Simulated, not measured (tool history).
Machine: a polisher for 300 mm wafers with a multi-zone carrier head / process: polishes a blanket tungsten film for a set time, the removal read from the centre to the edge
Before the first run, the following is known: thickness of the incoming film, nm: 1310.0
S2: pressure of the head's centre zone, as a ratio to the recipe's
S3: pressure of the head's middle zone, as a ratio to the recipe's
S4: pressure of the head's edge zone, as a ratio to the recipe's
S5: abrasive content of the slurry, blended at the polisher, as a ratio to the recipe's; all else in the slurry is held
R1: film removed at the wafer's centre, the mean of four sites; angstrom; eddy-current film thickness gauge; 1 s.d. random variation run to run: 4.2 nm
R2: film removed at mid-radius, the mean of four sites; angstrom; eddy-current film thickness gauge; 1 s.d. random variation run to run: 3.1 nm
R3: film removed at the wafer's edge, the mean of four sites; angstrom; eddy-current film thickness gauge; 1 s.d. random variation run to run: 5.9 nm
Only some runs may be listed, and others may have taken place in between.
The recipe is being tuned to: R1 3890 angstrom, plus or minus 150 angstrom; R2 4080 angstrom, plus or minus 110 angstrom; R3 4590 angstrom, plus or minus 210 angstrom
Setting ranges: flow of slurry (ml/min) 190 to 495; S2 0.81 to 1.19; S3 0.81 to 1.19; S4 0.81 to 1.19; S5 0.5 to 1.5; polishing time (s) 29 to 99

Run 1, day 0: flow of slurry (ml/min) 320, S2 1, S3 1, S4 1, S5 1, polishing time (s) 64. Result: R1 3527 angstrom, R2 3607.3 angstrom, R3 3559.4 angstrom.
Run 2, day 0.35: flow of slurry (ml/min) 320, S2 0.99, S3 0.99, S4 1.04, S5 1.1, polishing time (s) 65. Result: R1 3620.4 angstrom, R2 3698.6 angstrom, R3 3742.1 angstrom.
Run 3, day 0.425: flow of slurry (ml/min) 320, S2 0.99, S3 0.99, S4 1.04, S5 1.1, polishing time (s) 80. Result: R1 4532 angstrom, R2 4510.8 angstrom, R3 4618.3 angstrom.
Run 4, day 0.571: flow of slurry (ml/min) 320, S2 0.99, S3 1.07, S4 1.04, S5 1.1, polishing time (s) 80. Result: R1 4463.9 angstrom, R2 4827.7 angstrom, R3 4473.3 angstrom.
Run 5, day 0.733: flow of slurry (ml/min) 395, S2 0.99, S3 1.07, S4 1.04, S5 1.1, polishing time (s) 80. Result: R1 4603.8 angstrom, R2 4887 angstrom, R3 4672.2 angstrom.
Run 6, day 0.767: flow of slurry (ml/min) 395, S2 0.99, S3 1.14, S4 1.04, S5 1.1, polishing time (s) 80. Result: R1 4600.8 angstrom, R2 5219.6 angstrom, R3 4660.8 angstrom.
Run 7, day 1.058: flow of slurry (ml/min) 390, S2 0.96, S3 1.09, S4 1.05, S5 1.05, polishing time (s) 80. Result: R1 4445.4 angstrom, R2 4940.7 angstrom, R3 4687.6 angstrom.
Run 8, day 1.225: flow of slurry (ml/min) 380, S2 0.94, S3 1.05, S4 1.05, S5 1, polishing time (s) 80. Result: R1 4243.4 angstrom, R2 4697.4 angstrom, R3 4570.2 angstrom.
Run 9, day 1.4: flow of slurry (ml/min) 375, S2 0.93, S3 1.02, S4 1.06, S5 1, polishing time (s) 80. Result: R1 4235.2 angstrom, R2 4603.1 angstrom, R3 4720.6 angstrom.

Of the 5 settings listed for the next run, only one would bring every result within its allowed miss of target. Which one?
Run A, day 1.575: flow of slurry (ml/min) 410, S2 0.9, S3 0.94, S4 1.14, S5 0.95, polishing time (s) 76. Result: R1 ?, R2 ?, R3 ?.
Run B, day 1.575: flow of slurry (ml/min) 355, S2 0.81, S3 1.12, S4 1.04, S5 1, polishing time (s) 88. Result: R1 ?, R2 ?, R3 ?.
Run C, day 1.575: flow of slurry (ml/min) 310, S2 1.03, S3 0.99, S4 1.04, S5 1.1, polishing time (s) 75. Result: R1 ?, R2 ?, R3 ?.
Run D, day 1.575: flow of slurry (ml/min) 420, S2 0.9, S3 1.03, S4 1.08, S5 0.85, polishing time (s) 90. Result: R1 ?, R2 ?, R3 ?.
Run E, day 1.575: flow of slurry (ml/min) 375, S2 1, S3 1.03, S4 1.08, S5 1.1, polishing time (s) 75. Result: R1 ?, R2 ?, R3 ?.

move      R1      R2      R3
   A  3802.6  4015.4  4561.3
   B  3957.1  5394.3  5041.6
   C  4322.5  4168.3  4352.6
   D    4407  5022.6  5130.8
   E  4280.1    4388  4493.8
A: all results land within tolerance of their targets
B: lands further from the targets than the last run did
C: brings the result that was furthest off to its target, and leaves another outside
D: lands further from the targets than the last run did
E: an improvement on the last run, though not all results are within tolerance
Answer: A

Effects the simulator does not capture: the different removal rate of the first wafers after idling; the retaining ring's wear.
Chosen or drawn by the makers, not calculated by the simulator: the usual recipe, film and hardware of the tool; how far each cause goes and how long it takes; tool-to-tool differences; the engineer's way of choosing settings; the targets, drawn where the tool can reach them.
